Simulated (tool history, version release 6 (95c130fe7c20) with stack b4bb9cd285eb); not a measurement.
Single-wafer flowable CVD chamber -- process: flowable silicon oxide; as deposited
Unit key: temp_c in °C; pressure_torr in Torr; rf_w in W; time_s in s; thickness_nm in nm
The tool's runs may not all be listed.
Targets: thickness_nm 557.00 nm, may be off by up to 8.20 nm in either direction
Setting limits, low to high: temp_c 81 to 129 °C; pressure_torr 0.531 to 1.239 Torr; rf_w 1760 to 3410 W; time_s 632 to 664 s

| run | hour | temp_c | pressure_torr | rf_w | time_s | thickness_nm |
|---|---|---|---|---|---|---|
| 1 | 0.0 | 105 | 0.885 | 2585 | 664 | 437.24 |
| 2 | 0.9 | 104 | 0.885 | 2585 | 664 | 454.11 |
| 3 | 8.8 | 104 | 0.885 | 2585 | 632 | 433.03 |
| 4 | 9.5 | 104 | 0.885 | 2390 | 632 | 428.70 |
| 5 | 18.1 | 104 | 0.974 | 2390 | 632 | 472.67 |
| 6 | 26.0 | 103 | 0.974 | 2390 | 632 | 490.57 |
| 7 | 32.8 | 98 | 0.974 | 2390 | 632 | 586.89 |
| 8 | 37.6 | 99 | 0.974 | 2390 | 632 | 569.19 |

Which of these 5 next moves meets every target?
| A | 42.4 | 99 | 0.962 | 2305 | 632 | ? |
| B | 42.4 | 99 | 0.960 | 2455 | 646 | ? |
| C | 42.4 | 99 | 0.944 | 2415 | 664 | ? |
| D | 42.4 | 99 | 0.959 | 2940 | 648 | ? |
| E | 42.4 | 93 | 0.739 | 2805 | 664 | ? |

| move | thickness_nm |
|---|---|
| A | 562.49 |
| B | 578.16 |
| C | 583.55 |
| D | 589.22 |
| E | 585.37 |
A: in spec on every target
B: its largest miss is bigger than the last run's
C: its largest miss is bigger than the last run's
D: its largest miss is bigger than the last run's
E: its largest miss is bigger than the last run's
A is the move that brings every result within its allowed miss.

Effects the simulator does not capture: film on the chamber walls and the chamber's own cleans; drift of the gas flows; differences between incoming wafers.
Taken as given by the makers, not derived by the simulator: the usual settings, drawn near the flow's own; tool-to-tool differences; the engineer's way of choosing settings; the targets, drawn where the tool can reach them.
